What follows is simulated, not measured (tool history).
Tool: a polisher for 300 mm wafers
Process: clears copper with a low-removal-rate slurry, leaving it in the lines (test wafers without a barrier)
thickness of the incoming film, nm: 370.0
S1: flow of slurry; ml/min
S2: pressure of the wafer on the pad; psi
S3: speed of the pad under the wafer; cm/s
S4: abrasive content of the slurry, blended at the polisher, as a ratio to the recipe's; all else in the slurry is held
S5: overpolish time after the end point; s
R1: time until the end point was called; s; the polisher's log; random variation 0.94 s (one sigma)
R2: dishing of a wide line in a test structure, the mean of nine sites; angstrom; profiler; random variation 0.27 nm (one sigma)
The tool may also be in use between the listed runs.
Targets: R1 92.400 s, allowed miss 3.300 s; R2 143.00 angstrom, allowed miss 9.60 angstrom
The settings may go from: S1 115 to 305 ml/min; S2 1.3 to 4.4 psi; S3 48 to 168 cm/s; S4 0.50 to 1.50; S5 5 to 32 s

{"run": 1, "hour": 0.0, "S1": 195, "S2": 2.8, "S3": 108, "S4": 1.0, "S5": 16, "R1": 115.79, "R2": 233.88}
{"run": 2, "hour": 7.2, "S1": 200, "S2": 2.9, "S3": 110, "S4": 1.0, "S5": 13, "R1": 109.16, "R2": 218.89}
{"run": 3, "hour": 14.0, "S1": 250, "S2": 2.9, "S3": 110, "S4": 1.0, "S5": 13, "R1": 105.81, "R2": 214.2}
{"run": 4, "hour": 19.7, "S1": 250, "S2": 2.9, "S3": 110, "S4": 1.0, "S5": 18, "R1": 104.86, "R2": 272.4}
{"run": 5, "hour": 24.0, "S1": 250, "S2": 2.9, "S3": 110, "S4": 0.8, "S5": 18, "R1": 112.31, "R2": 259.55}
{"run": 6, "hour": 32.8, "S1": 250, "S2": 2.4, "S3": 110, "S4": 0.8, "S5": 18, "R1": 135.73, "R2": 234.3}
{"run": 7, "hour": 39.2, "S1": 265, "S2": 2.6, "S3": 110, "S4": 0.9, "S5": 14, "R1": 119.9, "R2": 222.01}
{"run": 8, "hour": 44.1, "S1": 210, "S2": 3.4, "S3": 130, "S4": 0.65, "S5": 6, "R1": 88.382, "R2": 148.4}
{"run": 9, "hour": 49.2, "S1": 205, "S2": 3.4, "S3": 130, "S4": 0.65, "S5": 6, "R1": 87.248, "R2": 147.85}
{"hour": 55.8, "done": "slurry blender recalibrated"}
{"run": 10, "hour": 55.8, "S1": 200, "S2": 3.3, "S3": 130, "S4": 0.65, "S5": 6, "R1": 84.901, "R2": 152.61}
{"run": 11, "hour": 59.4, "S1": 205, "S2": 3.2, "S3": 130, "S4": 0.65, "S5": 6, "R1": 87.698, "R2": 147.06}
{"run": 12, "hour": 67.3, "S1": 205, "S2": 3.2, "S3": 130, "S4": 0.65, "S5": 6, "R1": 86.913, "R2": 146.36}

Which of these 4 next moves meets every target?
{"run": "A", "hour": 75.2, "S1": 200, "S2": 3.1, "S3": 136, "S4": 0.8, "S5": 5, "R1": "?", "R2": "?"}
{"run": "B", "hour": 75.2, "S1": 200, "S2": 3.3, "S3": 110, "S4": 0.9, "S5": 6, "R1": "?", "R2": "?"}
{"run": "C", "hour": 75.2, "S1": 175, "S2": 2.8, "S3": 166, "S4": 0.6, "S5": 5, "R1": "?", "R2": "?"}
{"run": "D", "hour": 75.2, "S1": 280, "S2": 4.3, "S3": 108, "S4": 0.55, "S5": 5, "R1": "?", "R2": "?"}

move=A R1=81.742 R2=137.84
move=B R1=91.268 R2=146.02
move=C R1=82.573 R2=136.54
move=D R1=81.508 R2=138.67
A: further off than the last run
B: meets every target
C: further off than the last run
D: further off than the last run
Move B is the one to make.
